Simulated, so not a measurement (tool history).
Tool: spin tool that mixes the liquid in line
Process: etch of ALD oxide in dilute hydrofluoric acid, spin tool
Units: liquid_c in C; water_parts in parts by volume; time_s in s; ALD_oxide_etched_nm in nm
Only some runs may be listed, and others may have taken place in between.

run 1 hour=0.0 | liquid_c=24.0 water_parts=210 time_s=260 | ALD_oxide_etched_nm=32.307
run 2 hour=1.6 | liquid_c=26.0 water_parts=210 time_s=260 | ALD_oxide_etched_nm=34.538
run 3 hour=5.3 | liquid_c=28.5 water_parts=210 time_s=260 | ALD_oxide_etched_nm=37.620
run 4 hour=6.2 | liquid_c=28.5 water_parts=210 time_s=285 | ALD_oxide_etched_nm=41.036
run 5 hour=14.2 | liquid_c=28.5 water_parts=155 time_s=285 | ALD_oxide_etched_nm=59.923
run 6 hour=21.2 | liquid_c=26.5 water_parts=170 time_s=285 | ALD_oxide_etched_nm=49.993
run 7 hour=23.5 | liquid_c=22.5 water_parts=235 time_s=285 | ALD_oxide_etched_nm=29.409

Run 8, settings as shown, results not yet in. Your forecast:
run 8 hour=27.4 | liquid_c=21.5 water_parts=235 time_s=285 | ALD_oxide_etched_nm=?

ALD_oxide_etched_nm: 27.825 nm
